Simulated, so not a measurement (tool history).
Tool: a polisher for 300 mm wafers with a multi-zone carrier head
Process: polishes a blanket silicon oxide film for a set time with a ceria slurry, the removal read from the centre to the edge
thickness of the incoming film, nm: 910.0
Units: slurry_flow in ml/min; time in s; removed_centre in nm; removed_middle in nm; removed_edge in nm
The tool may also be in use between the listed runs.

{"run": 1, "hour": 0.0, "slurry_flow": 290, "centre_zone": 1.0, "middle_zone": 1.0, "edge_zone": 1.0, "time": 30, "removed_centre": 166.76, "removed_middle": 165.75, "removed_edge": 170.25}
{"run": 2, "hour": 4.4, "slurry_flow": 290, "centre_zone": 0.96, "middle_zone": 1.0, "edge_zone": 1.0, "time": 30, "removed_centre": 156.34, "removed_middle": 169.99, "removed_edge": 168.06}
{"run": 3, "hour": 9.0, "slurry_flow": 290, "centre_zone": 0.96, "middle_zone": 1.0, "edge_zone": 0.98, "time": 29, "removed_centre": 153.39, "removed_middle": 160.2, "removed_edge": 159.99}
{"run": 4, "hour": 17.6, "slurry_flow": 290, "centre_zone": 0.96, "middle_zone": 1.0, "edge_zone": 1.02, "time": 29, "removed_centre": 153.76, "removed_middle": 161.66, "removed_edge": 160.14}
{"run": 5, "hour": 20.1, "slurry_flow": 295, "centre_zone": 0.96, "middle_zone": 1.01, "edge_zone": 1.02, "time": 28, "removed_centre": 147.52, "removed_middle": 158.85, "removed_edge": 154.61}
{"run": 6, "hour": 29.1, "slurry_flow": 300, "centre_zone": 0.96, "middle_zone": 1.02, "edge_zone": 1.02, "time": 27, "removed_centre": 143.41, "removed_middle": 153.62, "removed_edge": 151.09}

The next listed run, before its measurement:
{"run": 7, "hour": 32.0, "slurry_flow": 300, "centre_zone": 0.96, "middle_zone": 1.03, "edge_zone": 1.01, "time": 27, "removed_centre": "?", "removed_middle": "?", "removed_edge": "?"}

removed_centre: 144.00 nm
removed_middle: 155.66 nm
removed_edge: 150.04 nm

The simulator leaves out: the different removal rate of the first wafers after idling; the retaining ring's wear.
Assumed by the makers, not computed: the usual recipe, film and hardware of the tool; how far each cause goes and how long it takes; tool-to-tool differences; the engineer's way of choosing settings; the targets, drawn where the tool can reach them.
